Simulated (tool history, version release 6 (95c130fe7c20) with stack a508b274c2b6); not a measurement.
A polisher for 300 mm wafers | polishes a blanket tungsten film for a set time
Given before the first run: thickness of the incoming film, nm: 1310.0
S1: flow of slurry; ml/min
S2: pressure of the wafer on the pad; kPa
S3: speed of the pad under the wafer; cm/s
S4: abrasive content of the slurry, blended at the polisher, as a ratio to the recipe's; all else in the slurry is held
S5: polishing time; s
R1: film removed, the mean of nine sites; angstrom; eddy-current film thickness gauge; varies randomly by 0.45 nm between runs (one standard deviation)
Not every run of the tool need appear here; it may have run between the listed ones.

run	day	S1	S2	S3	S4	S5	R1
1	0	125	22.8	114	1	18	943.64
2	0.275	120	22.1	114	1	18	896.16
3	0.612	115	21.4	114	1	18	874.87
4	0.838	110	20.7	114	1	18	827.28
5	0.975	110	20.7	114	1.2	18	891.01
6	1.196	110	20.7	138	1.2	18	1075.1
7	1.392	80	13.8	138	1.2	18	648.56
8	1.683	85	13.8	138	1.2	18	668.83
9	1.867	90	13.8	138	1.2	18	683.67

Predict the results of run 10:
10	1.917	95	13.8	138	1.2	18	?

{"run 10": {"R1": 696.12}}

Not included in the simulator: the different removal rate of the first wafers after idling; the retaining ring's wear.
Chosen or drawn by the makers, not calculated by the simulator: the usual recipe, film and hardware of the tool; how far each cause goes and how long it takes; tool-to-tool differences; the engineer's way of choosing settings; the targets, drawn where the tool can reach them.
